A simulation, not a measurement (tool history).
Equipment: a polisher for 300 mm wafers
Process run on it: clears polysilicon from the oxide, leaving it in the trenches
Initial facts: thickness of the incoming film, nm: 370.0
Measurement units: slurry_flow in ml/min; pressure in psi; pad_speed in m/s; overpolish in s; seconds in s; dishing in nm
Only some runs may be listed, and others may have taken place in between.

Run 1, hour 0.0: slurry_flow 205 ml/min, pressure 2.0 psi, pad_speed 1.20 m/s, overpolish 13 s. Result: seconds 26.385 s, dishing 40.757 nm.
Run 2, hour 6.9: slurry_flow 205 ml/min, pressure 2.0 psi, pad_speed 1.20 m/s, overpolish 11 s. Result: seconds 26.198 s, dishing 38.147 nm.
Run 3, hour 15.6: slurry_flow 205 ml/min, pressure 2.0 psi, pad_speed 1.08 m/s, overpolish 11 s. Result: seconds 28.385 s, dishing 39.016 nm.
Run 4, hour 18.3: slurry_flow 230 ml/min, pressure 2.0 psi, pad_speed 1.08 m/s, overpolish 11 s. Result: seconds 27.573 s, dishing 38.990 nm.
Run 5, hour 26.3: slurry_flow 210 ml/min, pressure 2.0 psi, pad_speed 1.12 m/s, overpolish 10 s. Result: seconds 27.354 s, dishing 37.820 nm.
Run 6, hour 29.1: slurry_flow 195 ml/min, pressure 1.9 psi, pad_speed 1.14 m/s, overpolish 9 s. Result: seconds 28.651 s, dishing 37.759 nm.
Run 7, hour 30.5: slurry_flow 205 ml/min, pressure 1.8 psi, pad_speed 1.14 m/s, overpolish 8 s. Result: seconds 29.812 s, dishing 36.171 nm.
Run 8, hour 37.2: slurry_flow 220 ml/min, pressure 1.6 psi, pad_speed 1.22 m/s, overpolish 7 s. Result: seconds 29.566 s, dishing 34.204 nm.
Run 9, hour 44.0: slurry_flow 275 ml/min, pressure 1.0 psi, pad_speed 1.46 m/s, overpolish 4 s. Result: seconds 34.100 s, dishing 25.626 nm.

Run 10 comes next. What will it give?
Run 10, hour 48.0: slurry_flow 275 ml/min, pressure 1.1 psi, pad_speed 1.46 m/s, overpolish 4 s. Result: seconds ?, dishing ?.

Run 10 produced seconds 31.927 s, dishing 26.722 nm.

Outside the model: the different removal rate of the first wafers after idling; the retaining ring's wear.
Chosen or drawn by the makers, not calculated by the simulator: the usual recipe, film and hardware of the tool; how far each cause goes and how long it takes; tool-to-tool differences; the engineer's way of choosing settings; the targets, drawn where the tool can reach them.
